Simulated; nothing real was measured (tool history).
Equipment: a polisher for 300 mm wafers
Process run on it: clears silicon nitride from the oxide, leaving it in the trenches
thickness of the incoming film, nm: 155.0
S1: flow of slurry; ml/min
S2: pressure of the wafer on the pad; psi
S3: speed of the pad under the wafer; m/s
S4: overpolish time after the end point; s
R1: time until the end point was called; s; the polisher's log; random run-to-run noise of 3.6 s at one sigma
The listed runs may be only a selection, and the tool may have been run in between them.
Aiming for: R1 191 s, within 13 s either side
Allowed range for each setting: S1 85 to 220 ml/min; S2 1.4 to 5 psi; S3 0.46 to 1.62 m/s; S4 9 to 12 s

run    day   S1   S2    S3  S4      R1
  1      0  140  3.2  1.04  12  135.05
  2  0.358  165  3.2  1.04  12   134.5
  3  0.708  145  3.2  1.04  12  133.36
  4  1.029  125  3.2  1.04  12  137.58
  5  1.129  100  3.2  1.04  12  144.82
  6  1.208  100  3.2  1.14  12  130.43
  7  1.446  100    3  1.12  12  143.79
  8  1.808  100  2.8  1.12  12  150.51
  9  2.038  100  2.7  1.12  12  159.44
 10   2.25  100  2.6  1.12  12  159.62
 11  2.538  100  2.5  1.12  12  169.77
 12  2.746  100  2.4  1.12  12  177.11

Below are 5 possible settings for the next run. Only one of them brings all results inside the allowed miss of their targets. Which is it?
  A  2.954  110  2.2  1.38   9   ?
  B  2.954   90  2.5  1.18   9   ?
  C  2.954  135    2  1.16  12   ?
  D  2.954  140  1.7  1.14   9   ?
  E  2.954   95    2  1.06  12   ?

move      R1
   A  154.99
   B  162.34
   C  189.59
   D   223.1
   E  217.15
A: lands further from the targets than the last run did
B: lands further from the targets than the last run did
C: hits every target within its allowed miss
D: moves the result that the last run missed by most past its target, out the other side
E: moves the result that the last run missed by most past its target, out the other side
The right move is C.

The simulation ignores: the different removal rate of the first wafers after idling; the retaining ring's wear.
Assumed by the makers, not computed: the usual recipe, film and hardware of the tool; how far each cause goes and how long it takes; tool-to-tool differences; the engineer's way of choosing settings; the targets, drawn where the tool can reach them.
